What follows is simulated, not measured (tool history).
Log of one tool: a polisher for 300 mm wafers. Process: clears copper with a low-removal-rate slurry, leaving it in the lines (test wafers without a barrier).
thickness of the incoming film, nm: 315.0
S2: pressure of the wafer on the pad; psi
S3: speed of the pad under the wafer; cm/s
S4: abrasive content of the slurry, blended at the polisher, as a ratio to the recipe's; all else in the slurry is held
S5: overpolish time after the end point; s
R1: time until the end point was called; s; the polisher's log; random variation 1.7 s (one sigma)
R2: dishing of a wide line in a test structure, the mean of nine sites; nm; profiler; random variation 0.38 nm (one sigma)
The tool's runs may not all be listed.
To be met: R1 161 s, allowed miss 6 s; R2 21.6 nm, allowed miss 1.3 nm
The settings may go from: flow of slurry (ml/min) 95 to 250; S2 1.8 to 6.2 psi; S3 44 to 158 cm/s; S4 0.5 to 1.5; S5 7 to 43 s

Run 1, hour 0: flow of slurry (ml/min) 160, S2 4 psi, S3 100 cm/s, S4 1, S5 22 s. Result: R1 91.835 s, R2 26.281 nm.
Run 2, hour 2.4: flow of slurry (ml/min) 160, S2 4 psi, S3 100 cm/s, S4 1.1, S5 22 s. Result: R1 90.957 s, R2 26.061 nm.
Run 3, hour 10.5: flow of slurry (ml/min) 160, S2 4 psi, S3 100 cm/s, S4 1.3, S5 22 s. Result: R1 89.32 s, R2 27.281 nm.
Run 4, hour 17.5: flow of slurry (ml/min) 160, S2 3.7 psi, S3 100 cm/s, S4 1.3, S5 22 s. Result: R1 92.622 s, R2 26.383 nm.
Run 5, hour 23.1: flow of slurry (ml/min) 160, S2 2.7 psi, S3 100 cm/s, S4 1.3, S5 22 s. Result: R1 123.41 s, R2 24.59 nm.
Run 6, hour 29.8: flow of slurry (ml/min) 160, S2 2.6 psi, S3 100 cm/s, S4 1.3, S5 22 s. Result: R1 127.83 s, R2 22.818 nm.
Run 7, hour 35.4: flow of slurry (ml/min) 160, S2 2.5 psi, S3 100 cm/s, S4 1.3, S5 22 s. Result: R1 132.01 s, R2 22.956 nm.
Run 8, hour 40.6: flow of slurry (ml/min) 150, S2 1.8 psi, S3 100 cm/s, S4 1.3, S5 22 s. Result: R1 172.07 s, R2 20.006 nm.
Run 9, hour 43.8: flow of slurry (ml/min) 160, S2 1.8 psi, S3 100 cm/s, S4 1.3, S5 23 s. Result: R1 170.79 s, R2 20.423 nm.

Which of these 4 next moves meets every target?
Run A, hour 47: flow of slurry (ml/min) 135, S2 1.9 psi, S3 94 cm/s, S4 1.35, S5 26 s. Result: R1 ?, R2 ?.
Run B, hour 47: flow of slurry (ml/min) 170, S2 2.1 psi, S3 94 cm/s, S4 1.35, S5 25 s. Result: R1 ?, R2 ?.
Run C, hour 47: flow of slurry (ml/min) 175, S2 1.9 psi, S3 90 cm/s, S4 1.4, S5 31 s. Result: R1 ?, R2 ?.
Run D, hour 47: flow of slurry (ml/min) 140, S2 1.8 psi, S3 102 cm/s, S4 1.15, S5 21 s. Result: R1 ?, R2 ?.

move      R1      R2
   A  173.55  21.864
   B  156.89  22.594
   C  175.17  23.528
   D  172.02  19.647
A: further off than the last run
B: meets every target
C: further off than the last run
D: further off than the last run
Answer: B
